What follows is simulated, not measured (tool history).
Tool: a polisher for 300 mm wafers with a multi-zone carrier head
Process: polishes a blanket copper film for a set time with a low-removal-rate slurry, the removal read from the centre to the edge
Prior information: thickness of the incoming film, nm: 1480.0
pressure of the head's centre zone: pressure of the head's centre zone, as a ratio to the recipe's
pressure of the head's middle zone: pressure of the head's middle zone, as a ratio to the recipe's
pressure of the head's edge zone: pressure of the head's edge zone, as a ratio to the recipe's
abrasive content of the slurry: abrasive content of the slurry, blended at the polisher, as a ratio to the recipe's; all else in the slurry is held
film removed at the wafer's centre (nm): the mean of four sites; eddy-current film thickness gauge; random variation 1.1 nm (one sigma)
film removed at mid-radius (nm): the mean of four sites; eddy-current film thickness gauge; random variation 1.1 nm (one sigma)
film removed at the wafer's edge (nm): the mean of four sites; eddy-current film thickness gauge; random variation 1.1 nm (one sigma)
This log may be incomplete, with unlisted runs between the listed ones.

| run | hour | flow of slurry (ml/min) | pressure of the head's centre zone | pressure of the head's middle zone | pressure of the head's edge zone | abrasive content of the slurry | polishing time (s) | film removed at the wafer's centre (nm) | film removed at mid-radius (nm) | film removed at the wafer's edge (nm) |
|---|---|---|---|---|---|---|---|---|---|---|
| 1 | 0 | 205 | 1 | 1 | 1 | 1 | 78 | 164.13 | 171.47 | 165.26 |
| 2 | 5.4 | 205 | 1 | 1 | 1.07 | 1 | 78 | 166.63 | 170.24 | 170.45 |
| 3 | 10.4 | 205 | 1.06 | 1 | 1.07 | 1 | 78 | 175.42 | 171.42 | 167.69 |
| 4 | 18.8 | 205 | 1.06 | 1 | 1.02 | 1 | 78 | 174.01 | 173.21 | 166.12 |
| 5 | 20 | 205 | 1.06 | 1 | 1.08 | 1 | 78 | 173.24 | 168.96 | 170.76 |
| 6 | 23.5 | 205 | 1.06 | 1 | 1.08 | 0.9 | 78 | 171.25 | 164.91 | 167.72 |
| 7 | 27.2 | 205 | 1.05 | 1.01 | 1.04 | 0.8 | 68 | 144.93 | 143.49 | 136.76 |
| 8 | 29.6 | 200 | 1.02 | 1 | 1.02 | 0.7 | 63 | 125.94 | 126.31 | 123.65 |
| 9 | 37.9 | 200 | 1.01 | 1 | 0.99 | 0.65 | 59 | 114.48 | 116.55 | 113.67 |
| 10 | 38.5 | 200 | 1.01 | 1 | 0.96 | 0.6 | 57 | 109.66 | 110.19 | 107.53 |
| 11 | 41.1 | 200 | 1 | 1.01 | 0.94 | 0.55 | 55 | 102.07 | 105.93 | 97.867 |
| 12 | 46.7 | 195 | 0.99 | 1 | 0.92 | 0.55 | 55 | 101 | 104.43 | 99.532 |

What does the tool deliver on the next run?
| 13 | 50.7 | 195 | 0.99 | 1 | 0.9 | 0.55 | 54 | ? | ? | ? |

Run 13 measured film removed at the wafer's centre (nm) 100.77, film removed at mid-radius (nm) 102.52, film removed at the wafer's edge (nm) 92.702.
